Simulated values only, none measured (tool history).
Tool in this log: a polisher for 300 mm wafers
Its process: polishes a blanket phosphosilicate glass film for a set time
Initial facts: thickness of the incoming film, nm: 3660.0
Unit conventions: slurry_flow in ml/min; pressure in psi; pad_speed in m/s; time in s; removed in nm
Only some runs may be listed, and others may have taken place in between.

| run | hour | slurry_flow | pressure | pad_speed | slurry_solids | time | removed |
|---|---|---|---|---|---|---|---|
| 1 | 0.0 | 235 | 3.8 | 0.92 | 1.00 | 30 | 326.65 |
| 2 | 4.8 | 235 | 3.8 | 0.92 | 1.00 | 27 | 289.57 |
| 3 | 5.9 | 235 | 3.8 | 0.92 | 0.85 | 27 | 272.50 |
| 4 | 13.7 | 235 | 3.6 | 0.92 | 0.85 | 27 | 262.09 |
| 5 | 16.8 | 235 | 4.5 | 0.92 | 0.85 | 27 | 320.22 |
| 6 | 18.6 | 235 | 4.5 | 0.92 | 0.85 | 27 | 317.68 |
| 7 | 26.3 | 235 | 3.5 | 0.90 | 0.85 | 27 | 255.46 |

What will run 8 give?
| 8 | 28.6 | 235 | 2.9 | 0.88 | 0.85 | 27 | ? |

For run 8 the tool returned removed 207.70 nm.

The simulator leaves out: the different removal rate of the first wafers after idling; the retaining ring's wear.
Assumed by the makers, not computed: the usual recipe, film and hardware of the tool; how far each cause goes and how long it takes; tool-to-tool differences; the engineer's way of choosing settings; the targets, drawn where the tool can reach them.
